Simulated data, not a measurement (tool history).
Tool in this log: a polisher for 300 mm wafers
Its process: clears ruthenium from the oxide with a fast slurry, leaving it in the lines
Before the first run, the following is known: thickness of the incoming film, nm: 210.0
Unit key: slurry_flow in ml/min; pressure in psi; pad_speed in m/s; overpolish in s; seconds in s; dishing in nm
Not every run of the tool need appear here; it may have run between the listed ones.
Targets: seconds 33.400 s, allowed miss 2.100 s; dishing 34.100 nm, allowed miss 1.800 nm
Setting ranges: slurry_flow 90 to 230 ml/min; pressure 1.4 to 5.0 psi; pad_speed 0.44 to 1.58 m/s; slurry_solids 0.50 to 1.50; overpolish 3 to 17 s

| run | hour | slurry_flow | pressure | pad_speed | slurry_solids | overpolish | seconds | dishing |
|---|---|---|---|---|---|---|---|---|
| 1 | 0.0 | 150 | 3.2 | 1.00 | 1.00 | 9 | 44.308 | 34.258 |
| 2 | 3.1 | 150 | 2.6 | 1.00 | 1.00 | 9 | 49.748 | 29.796 |
| 3 | 10.9 | 155 | 3.0 | 1.02 | 1.00 | 8 | 42.825 | 30.067 |
| 4 | 17.0 | 155 | 3.0 | 1.02 | 1.20 | 8 | 42.498 | 31.849 |
| 5 | 22.9 | 160 | 3.2 | 1.02 | 1.20 | 8 | 39.938 | 33.121 |
| 6 | 29.9 | 180 | 3.2 | 1.02 | 1.20 | 8 | 38.819 | 32.307 |
| 7 | 35.5 | 180 | 3.2 | 1.02 | 1.20 | 8 | 39.628 | 32.640 |
| 8 | 42.4 | 180 | 3.4 | 1.02 | 1.20 | 8 | 37.960 | 35.641 |
| 9 | 50.4 | 180 | 3.5 | 1.04 | 1.20 | 8 | 36.495 | 35.723 |

Pick the move, out of 4, that brings all results within their allowed miss; only one does.
| A | 58.4 | 115 | 3.9 | 1.20 | 1.05 | 7 | ? | ? |
| B | 58.4 | 180 | 3.9 | 1.22 | 1.20 | 6 | ? | ? |
| C | 58.4 | 180 | 3.2 | 1.02 | 1.15 | 8 | ? | ? |
| D | 58.4 | 190 | 2.8 | 1.10 | 1.20 | 8 | ? | ? |

| move | seconds | dishing |
|---|---|---|
| A | 34.001 | 34.071 |
| B | 29.369 | 33.826 |
| C | 40.044 | 33.125 |
| D | 39.403 | 33.629 |
A: every result within its allowed miss
B: the result that was furthest off in the last run now lies on the other side of its target
C: moves away from the targets compared with the last run
D: moves away from the targets compared with the last run
Go with A: it meets all targets.

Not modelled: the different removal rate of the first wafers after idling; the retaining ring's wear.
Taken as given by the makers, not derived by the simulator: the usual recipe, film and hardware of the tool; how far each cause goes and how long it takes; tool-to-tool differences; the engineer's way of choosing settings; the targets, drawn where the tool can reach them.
